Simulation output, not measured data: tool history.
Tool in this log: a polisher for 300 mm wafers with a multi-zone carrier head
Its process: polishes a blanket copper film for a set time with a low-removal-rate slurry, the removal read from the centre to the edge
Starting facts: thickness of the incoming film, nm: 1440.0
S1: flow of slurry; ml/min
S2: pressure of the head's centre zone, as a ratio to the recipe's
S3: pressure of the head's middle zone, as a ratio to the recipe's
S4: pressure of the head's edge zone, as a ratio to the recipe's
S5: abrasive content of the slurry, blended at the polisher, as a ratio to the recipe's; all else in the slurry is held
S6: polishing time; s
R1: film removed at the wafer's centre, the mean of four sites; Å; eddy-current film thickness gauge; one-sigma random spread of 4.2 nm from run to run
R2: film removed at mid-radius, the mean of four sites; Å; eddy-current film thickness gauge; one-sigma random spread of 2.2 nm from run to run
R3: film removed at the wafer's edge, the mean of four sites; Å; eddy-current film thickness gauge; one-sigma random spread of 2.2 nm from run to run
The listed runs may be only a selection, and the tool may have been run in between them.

run    day   S1    S2    S3    S4    S5  S6      R1      R2      R3
  1      0  255     1     1     1     1  70  2433.1  2472.7  2493.7
  2  0.329  255     1     1  1.08     1  70  2498.7  2462.9    2557
  3  0.496  255  1.08     1  1.08     1  70  2663.2  2435.2  2566.6
  4  0.675  255  1.08  0.96  1.08     1  70  2665.1  2342.9  2567.4
  5  0.746  255  1.15  0.96  1.08     1  70  2908.8  2379.4  2560.5
  6    0.8  255  1.15  0.96  1.08     1  56  2278.2  1888.7  2046.6
  7  1.158  255  1.15  0.96  1.08     1  56  2275.2  1904.6  2046.6
  8  1.338  260  1.05  0.94  1.18  1.25  75  3019.2  2619.3  3086.4
  9  1.554  265  1.02  0.95  1.18   1.3  76    2957  2773.3  3128.6
 10  1.821  265  0.93  0.87  1.19   1.5  83  2972.4  2877.3  3514.7

Forecast run 11:
 11  1.908  270  0.93  0.88  1.19  1.5  83   ?   ?   ?

{"run 11": {"R1": 3032.3, "R2": 2859, "R3": 3593.1}}
